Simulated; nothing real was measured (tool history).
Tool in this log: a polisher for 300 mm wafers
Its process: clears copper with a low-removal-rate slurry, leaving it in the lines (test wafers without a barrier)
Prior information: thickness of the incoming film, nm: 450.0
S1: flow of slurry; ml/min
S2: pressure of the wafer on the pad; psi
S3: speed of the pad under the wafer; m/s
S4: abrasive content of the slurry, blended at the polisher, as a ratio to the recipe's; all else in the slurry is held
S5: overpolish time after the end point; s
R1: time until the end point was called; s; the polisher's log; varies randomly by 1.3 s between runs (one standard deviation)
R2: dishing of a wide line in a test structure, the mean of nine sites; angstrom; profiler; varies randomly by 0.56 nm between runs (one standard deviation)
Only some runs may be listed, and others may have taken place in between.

run,hour,S1,S2,S3,S4,S5,R1,R2
1,0.0,270,2.1,1.34,1.0,25,165.47,372.70
2,1.1,270,2.1,1.34,0.9,25,165.97,368.80
3,7.8,270,2.1,1.34,0.9,26,165.94,369.15
4,16.1,270,2.1,1.34,1.0,26,163.87,381.57
5,18.7,270,2.1,1.34,1.0,27,165.13,375.79
6,26.5,270,2.1,1.52,1.0,27,144.77,409.83
7,31.2,270,2.1,1.52,1.0,28,144.26,419.52
8,38.4,270,2.1,1.52,1.0,29,145.76,419.94

Forecast run 9:
9,40.6,270,2.1,1.52,1.0,30,?,?

{"run 9": {"R1": 145.66, "R2": 441.26}}
